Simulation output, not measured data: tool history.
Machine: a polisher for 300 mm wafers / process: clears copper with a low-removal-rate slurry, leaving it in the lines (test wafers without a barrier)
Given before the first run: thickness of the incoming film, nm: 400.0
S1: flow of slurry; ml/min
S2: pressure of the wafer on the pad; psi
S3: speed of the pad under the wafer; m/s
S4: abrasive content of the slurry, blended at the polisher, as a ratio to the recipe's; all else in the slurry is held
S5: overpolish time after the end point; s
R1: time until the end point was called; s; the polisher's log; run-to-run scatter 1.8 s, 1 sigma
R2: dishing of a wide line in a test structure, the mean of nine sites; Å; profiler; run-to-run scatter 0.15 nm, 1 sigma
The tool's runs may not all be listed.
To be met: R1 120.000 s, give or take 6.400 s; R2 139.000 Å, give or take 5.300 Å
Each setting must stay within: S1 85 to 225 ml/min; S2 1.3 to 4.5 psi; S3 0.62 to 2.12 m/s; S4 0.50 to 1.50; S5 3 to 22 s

run  hour   S1   S2    S3    S4  S5       R1       R2
  1   0.0  145  2.9  1.36  1.00  11   82.526  348.070
  2   5.8  145  2.9  1.56  1.00  11   73.913  378.070
  3  13.6  145  2.8  1.52  1.00  10   79.594  333.250
  4  21.3  145  2.8  1.52  1.00   7   77.275  239.960
  5  25.1  145  2.6  1.52  1.00   7   84.237  227.610
  6  31.5  125  2.6  1.52  1.00   7   86.040  226.690
  7  33.4  130  2.5  1.52  1.00   7   87.323  212.370
  8  35.6  130  2.4  1.52  1.00   7   93.073  207.640
  9  37.1  130  2.3  1.52  1.00   7   95.467  202.920
 10  38.1  145  1.5  1.50  1.00   5  142.490   99.332
 11  39.2  145  1.6  1.50  1.00   5  135.930  106.060

Which single option among these 5 for the next run brings every result within its allowed miss of target? Just one does.
  A  40.3  145  1.7  1.60  1.05   3   ?   ?
  B  40.3  130  1.9  1.74  1.00   6   ?   ?
  C  40.3  145  1.3  1.82  1.05   7   ?   ?
  D  40.3   90  2.1  1.42  0.85   6   ?   ?
  E  40.3  140  1.5  1.32  1.25   7   ?   ?

move       R1       R2
   A  121.060   71.811
   B  104.660  160.640
   C  141.370  138.690
   D  120.050  141.430
   E  151.710  130.210
A: its largest miss is bigger than the last run's
B: takes the biggest miss from the last run beyond its target
C: brings the result that was furthest off to its target, and leaves another outside
D: all results land within tolerance of their targets
E: closer than the last run, but not yet in spec
The right move is D.

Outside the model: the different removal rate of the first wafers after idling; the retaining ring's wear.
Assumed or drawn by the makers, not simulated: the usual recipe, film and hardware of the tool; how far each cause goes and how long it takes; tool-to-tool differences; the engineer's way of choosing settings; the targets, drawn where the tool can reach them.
